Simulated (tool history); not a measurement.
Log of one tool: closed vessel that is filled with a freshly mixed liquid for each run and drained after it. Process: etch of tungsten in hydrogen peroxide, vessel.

| run | hour | temperature setpoint of the liquid (°C) | concentration of hydrogen peroxide in the mixed liquid (% by weight) | time in the liquid (s) | thickness taken off the tungsten on a monitor wafer (nm) |
|---|---|---|---|---|---|
| 1 | 0 | 56 | 23 | 105 | 166.57 |
| 2 | 7.4 | 57.5 | 23 | 105 | 180.35 |
| 3 | 14.7 | 59 | 23.5 | 105 | 199.56 |
| 4 | 23.7 | 53.5 | 23.5 | 105 | 144.89 |
| 5 | 26.6 | 53.5 | 23.5 | 115 | 159.56 |
| 6 | 28.2 | 53.5 | 19.5 | 115 | 145.23 |
| 7 | 31.4 | 55.5 | 19.5 | 115 | 162.89 |

Forecast run 8:
| 8 | 39.9 | 57 | 19.5 | 115 | ? |

thickness taken off the tungsten on a monitor wafer (nm): 178.99
